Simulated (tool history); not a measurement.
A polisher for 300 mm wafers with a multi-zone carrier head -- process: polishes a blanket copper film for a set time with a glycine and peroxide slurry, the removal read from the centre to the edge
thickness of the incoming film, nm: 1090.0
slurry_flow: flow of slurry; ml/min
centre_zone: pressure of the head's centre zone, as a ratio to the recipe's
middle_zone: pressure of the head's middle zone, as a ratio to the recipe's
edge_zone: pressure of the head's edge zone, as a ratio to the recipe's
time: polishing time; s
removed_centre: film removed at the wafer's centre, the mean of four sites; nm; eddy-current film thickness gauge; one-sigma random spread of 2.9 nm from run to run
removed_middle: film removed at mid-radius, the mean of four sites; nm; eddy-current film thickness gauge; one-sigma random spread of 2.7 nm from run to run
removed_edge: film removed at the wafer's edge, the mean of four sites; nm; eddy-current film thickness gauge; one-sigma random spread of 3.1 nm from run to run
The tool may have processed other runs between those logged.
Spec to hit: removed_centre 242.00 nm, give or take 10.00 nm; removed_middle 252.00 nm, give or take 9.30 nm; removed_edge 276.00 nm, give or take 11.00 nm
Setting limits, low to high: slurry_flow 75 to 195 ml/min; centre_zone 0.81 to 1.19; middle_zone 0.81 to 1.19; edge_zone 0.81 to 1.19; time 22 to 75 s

| run | hour | slurry_flow | centre_zone | middle_zone | edge_zone | time | removed_centre | removed_middle | removed_edge |
|---|---|---|---|---|---|---|---|---|---|
| 1 | 0.0 | 125 | 1.00 | 1.00 | 1.00 | 48 | 211.25 | 210.07 | 215.33 |
| 2 | 4.0 | 110 | 1.00 | 1.00 | 1.00 | 48 | 201.63 | 201.74 | 215.46 |
| 3 | 7.0 | 110 | 1.00 | 1.00 | 1.08 | 48 | 201.86 | 200.77 | 215.47 |
| 4 | 13.5 | 85 | 1.00 | 1.00 | 1.08 | 48 | 183.92 | 185.18 | 212.48 |
| 5 | 15.7 | 75 | 1.00 | 1.00 | 1.08 | 48 | 175.77 | 178.33 | 201.64 |
| 6 | 18.0 | 75 | 1.00 | 1.00 | 1.08 | 41 | 149.95 | 150.07 | 169.79 |
| 7 | 22.9 | 95 | 0.98 | 1.00 | 1.10 | 44 | 174.29 | 177.23 | 197.48 |
| 8 | 30.6 | 115 | 0.95 | 0.98 | 1.12 | 45 | 177.40 | 192.03 | 210.47 |
| 9 | 34.7 | 130 | 0.95 | 0.96 | 1.14 | 47 | 197.17 | 196.49 | 225.32 |
| 10 | 39.5 | 140 | 0.94 | 0.96 | 1.15 | 48 | 199.53 | 206.63 | 237.42 |

Exactly one of the 5 candidate moves below puts every result within its allowed miss. Which one?
| A | 44.3 | 185 | 1.10 | 1.16 | 0.86 | 47 | ? | ? | ? |
| B | 44.3 | 150 | 0.92 | 0.96 | 1.07 | 58 | ? | ? | ? |
| C | 44.3 | 135 | 0.97 | 0.98 | 1.11 | 38 | ? | ? | ? |
| D | 44.3 | 120 | 0.97 | 0.94 | 1.05 | 55 | ? | ? | ? |
| E | 44.3 | 185 | 0.90 | 1.15 | 1.13 | 50 | ? | ? | ? |

| move | removed_centre | removed_middle | removed_edge |
|---|---|---|---|
| A | 243.95 | 249.49 | 207.70 |
| B | 240.97 | 253.68 | 277.54 |
| C | 162.55 | 165.41 | 182.38 |
| D | 228.11 | 225.25 | 252.06 |
| E | 211.99 | 263.65 | 251.93 |
A: corrects the largest miss of the last run, while another result sits out of spec
B: all results land within tolerance of their targets
C: misses by more than the last run did
D: an improvement on the last run, though not all results are within tolerance
E: carries the result that was furthest off beyond its target, to the other side
Answer: B
